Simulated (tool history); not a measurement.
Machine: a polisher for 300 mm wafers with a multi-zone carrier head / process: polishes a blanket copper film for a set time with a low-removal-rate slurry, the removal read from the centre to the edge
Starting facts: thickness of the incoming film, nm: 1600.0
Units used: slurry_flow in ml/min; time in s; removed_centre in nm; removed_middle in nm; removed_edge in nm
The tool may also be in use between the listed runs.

run  hour  slurry_flow  centre_zone  middle_zone  edge_zone  slurry_solids  time  removed_centre  removed_middle  removed_edge
  1     0          315            1            1          1              1    64          224.01           224.2        227.99
  2   5.1          315            1            1       1.04              1    64          225.45          223.65        230.21
  3     9          310         0.98         0.98       1.04           0.95    64          217.47          216.85        229.48
  4  17.3          310         0.97         0.97       1.03            0.9    64          210.69          210.61        220.91
  5  21.5          310         0.97         0.97       1.03            0.9    52          171.87          170.11        179.46
  6  22.2          310         0.97         1.01       1.03            0.9    52          169.49          179.89        178.48

Forecast run 7:
  7  25.3          305         0.96            1       1.04            0.9    52               ?               ?             ?

{"run 7": {"removed_centre": 170.35, "removed_middle": 179.88, "removed_edge": 178.24}}

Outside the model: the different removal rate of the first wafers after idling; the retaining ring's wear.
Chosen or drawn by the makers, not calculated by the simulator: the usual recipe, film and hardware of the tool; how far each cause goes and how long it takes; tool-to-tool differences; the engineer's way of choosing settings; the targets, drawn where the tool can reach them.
